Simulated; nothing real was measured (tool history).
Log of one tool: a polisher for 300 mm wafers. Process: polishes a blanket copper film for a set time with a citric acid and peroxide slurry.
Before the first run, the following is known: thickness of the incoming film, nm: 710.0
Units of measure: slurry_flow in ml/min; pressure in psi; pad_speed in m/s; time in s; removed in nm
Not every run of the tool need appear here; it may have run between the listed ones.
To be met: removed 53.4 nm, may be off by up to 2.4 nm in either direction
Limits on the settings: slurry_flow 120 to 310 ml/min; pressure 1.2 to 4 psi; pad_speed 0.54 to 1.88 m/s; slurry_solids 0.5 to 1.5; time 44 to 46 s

| run | day | slurry_flow | pressure | pad_speed | slurry_solids | time | removed |
|---|---|---|---|---|---|---|---|
| 1 | 0 | 200 | 2.6 | 1.2 | 1 | 44 | 97.259 |
| 2 | 0.175 | 200 | 2.4 | 1.18 | 1 | 44 | 89.446 |
| 3 | 0.462 | 200 | 2.4 | 1.06 | 1 | 44 | 82.247 |
| 4 | 0.762 | 200 | 2.2 | 1.06 | 1 | 44 | 74.895 |
| 5 | 0.904 | 200 | 2.2 | 1.06 | 1 | 44 | 73.785 |
|  | 1.029 | head pressure recalibrated |
| 6 | 1.029 | 200 | 2.2 | 0.92 | 1 | 44 | 63.786 |
| 7 | 1.346 | 200 | 2.2 | 0.92 | 1 | 44 | 65.34 |
| 8 | 1.417 | 200 | 1.6 | 0.9 | 1 | 44 | 47.899 |
| 9 | 1.533 | 200 | 1.7 | 0.9 | 1 | 44 | 49.2 |
| 10 | 1.612 | 205 | 2 | 0.9 | 1 | 44 | 58.259 |

Below are 5 possible settings for the next run. Only one of them brings all results inside the allowed miss of their targets. Which is it?
| A | 1.692 | 140 | 2.1 | 0.7 | 1 | 44 | ? |
| B | 1.692 | 200 | 1.9 | 1.02 | 1 | 45 | ? |
| C | 1.692 | 140 | 2 | 1.06 | 1 | 44 | ? |
| D | 1.692 | 235 | 2.2 | 0.88 | 1.05 | 46 | ? |
| E | 1.692 | 190 | 1.9 | 0.86 | 1 | 44 | ? |

| move | removed |
|---|---|
| A | 48.56 |
| B | 62.735 |
| C | 62.284 |
| D | 68.3 |
| E | 53.773 |
A: takes the result that was furthest off past its target
B: lands further from the targets than the last run did
C: lands further from the targets than the last run did
D: lands further from the targets than the last run did
E: in spec on every target
Go with E: it meets all targets.

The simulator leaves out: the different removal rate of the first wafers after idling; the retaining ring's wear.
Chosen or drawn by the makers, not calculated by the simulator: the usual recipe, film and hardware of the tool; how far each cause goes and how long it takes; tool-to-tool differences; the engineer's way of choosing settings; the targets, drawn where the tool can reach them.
